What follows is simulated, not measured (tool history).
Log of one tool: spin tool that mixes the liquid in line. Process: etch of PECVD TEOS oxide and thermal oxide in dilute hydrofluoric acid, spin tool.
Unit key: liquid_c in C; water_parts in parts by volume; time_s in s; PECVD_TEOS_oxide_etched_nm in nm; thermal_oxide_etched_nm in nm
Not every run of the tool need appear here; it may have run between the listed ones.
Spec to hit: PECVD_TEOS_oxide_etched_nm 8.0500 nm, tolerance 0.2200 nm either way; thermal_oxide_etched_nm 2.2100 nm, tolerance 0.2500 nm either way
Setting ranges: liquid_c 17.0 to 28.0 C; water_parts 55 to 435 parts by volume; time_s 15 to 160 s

run  hour  liquid_c  water_parts  time_s  PECVD_TEOS_oxide_etched_nm  thermal_oxide_etched_nm
  1   0.0      20.0          245      80                      4.4012                   1.1724
  2   1.5      21.0          235      80                      4.7869                   1.3322
  3   6.5      19.5          235      80                      4.5459                   1.2060
  4   8.7      20.5          225      80                      5.0140                   1.3272
  5  10.7      20.5          225      65                      4.0536                   1.1146
  6  17.1      20.5          160      65                      6.1237                   1.6561
  7  25.4      21.5          160      65                      6.2390                   1.7222
     30.2  -- thermometer replaced
  8  30.2      22.0          155      65                      6.2681                   1.6693
  9  30.8      24.5          110      65                     10.4470                   3.0406
 10  32.2      24.0          110      65                     10.1130                   2.6169
 11  35.3      23.5          110      65                      9.9535                   2.8223
 12  39.8      23.0          110      65                      9.7833                   2.8594
 13  41.8      22.5          110      65                      9.5750                   2.5893
 14  46.3      22.0          110      65                      9.4561                   2.6202
 15  54.6      21.5          110      65                      9.2385                   2.6159
 16  57.7      18.0          115      65                      7.6892                   2.0255
 17  64.7      18.5          115      65                      7.7844                   2.1955
 18  73.2      18.0          105      65                      8.4085                   2.2269
 19  78.1      19.0          120      65                      7.6107                   2.0392

4 next moves are on the table. One of them brings every result within its allowed miss. Which?
  A  83.0      25.5          130      55                           ?                        ?
  B  83.0      17.0          110      60                           ?                        ?
  C  83.0      22.5          125      60                           ?                        ?
  D  83.0      21.5           80      40                           ?                        ?

move  PECVD_TEOS_oxide_etched_nm  thermal_oxide_etched_nm
   A                      7.4958                   2.1169
   B                      7.0296                   1.9852
   C                      7.6138                   2.1502
   D                      8.0287                   2.2674
A: misses by more than the last run did
B: misses by more than the last run did
C: no better and no worse than the last run
D: every result lands within tolerance
D meets every target.
